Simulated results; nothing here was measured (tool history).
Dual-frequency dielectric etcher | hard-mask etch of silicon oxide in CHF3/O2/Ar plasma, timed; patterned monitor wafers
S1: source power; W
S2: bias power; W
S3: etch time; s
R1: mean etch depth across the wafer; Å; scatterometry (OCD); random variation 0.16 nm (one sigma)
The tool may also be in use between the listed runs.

| run | day | S1 | S2 | S3 | R1 |
|---|---|---|---|---|---|
| 1 | 0.000 | 740 | 202 | 17.0 | 339.67 |
| 2 | 0.312 | 740 | 202 | 17.0 | 335.05 |
| 3 | 0.412 | 740 | 202 | 15.5 | 306.86 |
| 4 | 0.708 | 740 | 229 | 15.5 | 327.96 |
| 5 | 1.075 | 740 | 203 | 15.5 | 308.88 |
| 6 | 1.142 | 740 | 203 | 17.0 | 336.82 |
| 7 | 1.496 | 670 | 191 | 17.0 | 314.14 |

The next listed run, before its measurement:
| 8 | 1.679 | 620 | 187 | 17.0 | ? |

Run 8 gave R1 302.05 Å.

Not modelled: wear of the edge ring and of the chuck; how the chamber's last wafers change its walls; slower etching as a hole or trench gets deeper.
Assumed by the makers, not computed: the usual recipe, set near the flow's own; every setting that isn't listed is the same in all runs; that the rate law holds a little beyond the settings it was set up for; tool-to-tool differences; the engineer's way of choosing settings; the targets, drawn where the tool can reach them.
